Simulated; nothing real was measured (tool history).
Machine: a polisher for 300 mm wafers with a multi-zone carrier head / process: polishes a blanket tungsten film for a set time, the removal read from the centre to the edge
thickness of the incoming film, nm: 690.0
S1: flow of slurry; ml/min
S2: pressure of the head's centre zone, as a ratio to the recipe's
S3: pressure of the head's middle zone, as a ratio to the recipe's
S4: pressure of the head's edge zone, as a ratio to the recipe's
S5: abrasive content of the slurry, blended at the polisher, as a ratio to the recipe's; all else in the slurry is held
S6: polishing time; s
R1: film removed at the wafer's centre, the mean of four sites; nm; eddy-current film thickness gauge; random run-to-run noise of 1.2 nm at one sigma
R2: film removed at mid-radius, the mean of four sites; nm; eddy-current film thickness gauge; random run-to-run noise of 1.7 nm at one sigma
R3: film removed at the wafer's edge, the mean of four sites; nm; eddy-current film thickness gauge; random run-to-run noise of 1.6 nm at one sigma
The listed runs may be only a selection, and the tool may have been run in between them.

{"run": 1, "hour": 0.0, "S1": 295, "S2": 1, "S3": 1, "S4": 1, "S5": 1, "S6": 39, "R1": 157.64, "R2": 134.48, "R3": 142.1}
{"run": 2, "hour": 2.1, "S1": 295, "S2": 1, "S3": 1, "S4": 1, "S5": 1.2, "S6": 39, "R1": 168.21, "R2": 141.5, "R3": 153.48}
{"run": 3, "hour": 3.6, "S1": 295, "S2": 1, "S3": 0.93, "S4": 1, "S5": 1.2, "S6": 39, "R1": 171.39, "R2": 133.58, "R3": 152.36}
{"run": 4, "hour": 9.9, "S1": 250, "S2": 1, "S3": 0.93, "S4": 1, "S5": 1.2, "S6": 39, "R1": 166.81, "R2": 130.18, "R3": 151.26}
{"run": 5, "hour": 17.3, "S1": 245, "S2": 0.99, "S3": 0.94, "S4": 1.02, "S5": 1.2, "S6": 39, "R1": 165.98, "R2": 133.24, "R3": 153.33}
{"run": 6, "hour": 19.1, "S1": 245, "S2": 0.99, "S3": 0.94, "S4": 1.02, "S5": 1, "S6": 39, "R1": 155.33, "R2": 126.08, "R3": 144.71}
{"run": 7, "hour": 27.7, "S1": 245, "S2": 0.98, "S3": 0.94, "S4": 1.05, "S5": 1.05, "S6": 39, "R1": 156.52, "R2": 127.71, "R3": 145.65}
{"run": 8, "hour": 35.4, "S1": 235, "S2": 0.96, "S3": 0.93, "S4": 1.05, "S5": 1.15, "S6": 39, "R1": 156.35, "R2": 127.67, "R3": 150.38}
{"run": 9, "hour": 42.1, "S1": 225, "S2": 0.95, "S3": 0.94, "S4": 1.06, "S5": 1.2, "S6": 39, "R1": 154.65, "R2": 130.22, "R3": 151.32}
{"run": 10, "hour": 46.7, "S1": 220, "S2": 0.94, "S3": 0.94, "S4": 1.07, "S5": 1.25, "S6": 39, "R1": 155.14, "R2": 128.58, "R3": 155.31}
{"run": 11, "hour": 48.1, "S1": 220, "S2": 0.94, "S3": 0.95, "S4": 1.08, "S5": 1.3, "S6": 39, "R1": 158.3, "R2": 133.69, "R3": 159.22}
{"run": 12, "hour": 56.3, "S1": 220, "S2": 0.94, "S3": 0.95, "S4": 1.09, "S5": 1.3, "S6": 39, "R1": 159.64, "R2": 131.49, "R3": 160.07}

Run 13 comes next. What will it give?
{"run": 13, "hour": 65.2, "S1": 220, "S2": 0.93, "S3": 0.96, "S4": 1.1, "S5": 1.3, "S6": 39, "R1": "?", "R2": "?", "R3": "?"}

R1: 154.76 nm
R2: 135.26 nm
R3: 159.3 nm
